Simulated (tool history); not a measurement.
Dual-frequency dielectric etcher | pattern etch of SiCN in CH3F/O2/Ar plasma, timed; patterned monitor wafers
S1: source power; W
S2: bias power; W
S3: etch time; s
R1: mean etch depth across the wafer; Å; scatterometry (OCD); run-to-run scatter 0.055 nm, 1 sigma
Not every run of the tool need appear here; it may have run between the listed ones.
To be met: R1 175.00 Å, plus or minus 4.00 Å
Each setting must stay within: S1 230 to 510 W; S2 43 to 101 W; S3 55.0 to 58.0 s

run 1 hour=0.0 | S1=370 S2=72 S3=55.0 | R1=190.51
run 2 hour=0.6 | S1=370 S2=72 S3=58.0 | R1=199.58
run 3 hour=1.2 | S1=370 S2=85 S3=58.0 | R1=210.13
run 4 hour=6.2 | S1=420 S2=85 S3=58.0 | R1=217.89
run 5 hour=12.4 | S1=420 S2=85 S3=55.0 | R1=206.83
run 6 hour=15.8 | S1=420 S2=85 S3=55.0 | R1=207.48
run 7 hour=21.9 | S1=370 S2=81 S3=55.0 | R1=196.55
run 8 hour=27.6 | S1=340 S2=77 S3=55.0 | R1=189.48
run 9 hour=35.7 | S1=320 S2=74 S3=55.0 | R1=183.52
run 10 hour=37.9 | S1=310 S2=73 S3=55.0 | R1=180.45

Which single option among these 4 for the next run brings every result within its allowed miss of target? Just one does.
run A hour=40.1 | S1=240 S2=73 S3=57.5 | R1=?
run B hour=40.1 | S1=310 S2=66 S3=58.0 | R1=?
run C hour=40.1 | S1=290 S2=85 S3=57.5 | R1=?
run D hour=40.1 | S1=400 S2=62 S3=55.5 | R1=?

move=A R1=174.89
move=B R1=185.31
move=C R1=192.56
move=D R1=189.06
A: every result lands within tolerance
B: lands further from the targets than the last run did
C: lands further from the targets than the last run did
D: lands further from the targets than the last run did
The right move is A.

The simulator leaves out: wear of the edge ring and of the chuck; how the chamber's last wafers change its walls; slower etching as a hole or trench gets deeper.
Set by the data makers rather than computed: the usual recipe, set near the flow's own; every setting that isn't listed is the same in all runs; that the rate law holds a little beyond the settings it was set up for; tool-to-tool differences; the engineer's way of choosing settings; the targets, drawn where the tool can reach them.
